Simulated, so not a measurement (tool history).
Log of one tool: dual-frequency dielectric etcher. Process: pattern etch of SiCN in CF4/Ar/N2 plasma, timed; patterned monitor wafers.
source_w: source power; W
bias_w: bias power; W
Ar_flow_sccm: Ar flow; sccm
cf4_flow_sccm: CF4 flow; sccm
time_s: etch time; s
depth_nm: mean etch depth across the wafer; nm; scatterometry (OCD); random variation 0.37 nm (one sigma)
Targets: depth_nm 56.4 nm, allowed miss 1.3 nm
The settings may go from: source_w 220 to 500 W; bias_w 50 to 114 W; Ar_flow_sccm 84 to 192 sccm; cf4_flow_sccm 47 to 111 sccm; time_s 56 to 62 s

run	day	source_w	bias_w	Ar_flow_sccm	cf4_flow_sccm	time_s	depth_nm
1	0	360	82	138	79	62	45.129
2	0.312	360	82	138	79	62	45.695
3	0.592	360	82	126	79	62	45.974
4	0.675	370	82	126	79	62	46.969
5	0.829	380	82	126	79	62	47.906
6	0.996	380	90	126	79	62	49.559
7	1.096	390	90	126	79	62	50.811
8	1.162	400	90	126	79	62	52.011
9	1.308	410	90	126	79	62	52.468
10	1.6	420	90	126	79	62	54.069

Which of these 5 next moves meets every target?
A	1.892	440	85	132	74	61	?
B	1.892	400	95	131	85	61	?
C	1.892	410	102	133	80	59.5	?
D	1.892	410	94	114	81	60	?
E	1.892	470	80	140	85	60.5	?

move	depth_nm
A	54.43
B	53.114
C	53.583
D	53.757
E	57.112
A: nearer than the last run, and not there yet
B: further off than the last run
C: further off than the last run
D: further off than the last run
E: meets every target
The right move is E.

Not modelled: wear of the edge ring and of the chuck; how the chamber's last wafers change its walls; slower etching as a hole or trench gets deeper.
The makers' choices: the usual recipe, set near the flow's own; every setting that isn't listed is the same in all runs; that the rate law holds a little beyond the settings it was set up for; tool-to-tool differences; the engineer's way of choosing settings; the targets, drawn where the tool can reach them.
